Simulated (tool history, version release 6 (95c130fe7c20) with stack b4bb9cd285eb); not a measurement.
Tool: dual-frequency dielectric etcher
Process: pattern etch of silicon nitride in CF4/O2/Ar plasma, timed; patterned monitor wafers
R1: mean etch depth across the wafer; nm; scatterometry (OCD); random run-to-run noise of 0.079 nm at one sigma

run 1 day=0 | source_power_(kW)=0.41 bias_power_(kW)=0.048 Ar_flow_(sccm)=101 CF4_flow_(sccm)=81 etch_time_(s)=19 | R1=30.69
run 2 day=0.275 | source_power_(kW)=0.41 bias_power_(kW)=0.054 Ar_flow_(sccm)=101 CF4_flow_(sccm)=81 etch_time_(s)=19 | R1=31.922
run 3 day=0.508 | source_power_(kW)=0.41 bias_power_(kW)=0.054 Ar_flow_(sccm)=112 CF4_flow_(sccm)=81 etch_time_(s)=19 | R1=31.235
run 4 day=0.533 | source_power_(kW)=0.37 bias_power_(kW)=0.053 Ar_flow_(sccm)=112 CF4_flow_(sccm)=81 etch_time_(s)=19 | R1=28.907
run 5 day=0.825 | source_power_(kW)=0.33 bias_power_(kW)=0.052 Ar_flow_(sccm)=112 CF4_flow_(sccm)=81 etch_time_(s)=19 | R1=26.374
run 6 day=1.025 | source_power_(kW)=0.31 bias_power_(kW)=0.052 Ar_flow_(sccm)=112 CF4_flow_(sccm)=81 etch_time_(s)=19 | R1=25.19

What will run 7 give?
run 7 day=1.046 | source_power_(kW)=0.3 bias_power_(kW)=0.052 Ar_flow_(sccm)=112 CF4_flow_(sccm)=81 etch_time_(s)=19 | R1=?

R1: 24.655 nm
